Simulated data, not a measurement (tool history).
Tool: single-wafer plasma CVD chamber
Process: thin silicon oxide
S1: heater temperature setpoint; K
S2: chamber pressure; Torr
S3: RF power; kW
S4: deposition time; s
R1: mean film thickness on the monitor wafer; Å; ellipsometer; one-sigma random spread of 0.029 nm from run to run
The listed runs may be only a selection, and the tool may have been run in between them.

run    day      S1     S2    S3     S4      R1
  1      0  683.15  0.584  0.28  11.34  145.97
  2  0.233  683.15  0.584  0.28  11.69  150.15
  3  0.412  683.15  0.584  0.28  11.69  151.23
  4  0.604  683.15  0.488  0.28  11.69   128.2
  5  0.712  683.15  0.488  0.28  11.34  124.44
  6  0.812  683.15  0.488  0.28  11.69  127.69

Run 7, settings as shown, results not yet in. Your forecast:
  7  1.096  683.15  0.423  0.28  11.69   ?

Run 7 measured R1 111.95 Å.

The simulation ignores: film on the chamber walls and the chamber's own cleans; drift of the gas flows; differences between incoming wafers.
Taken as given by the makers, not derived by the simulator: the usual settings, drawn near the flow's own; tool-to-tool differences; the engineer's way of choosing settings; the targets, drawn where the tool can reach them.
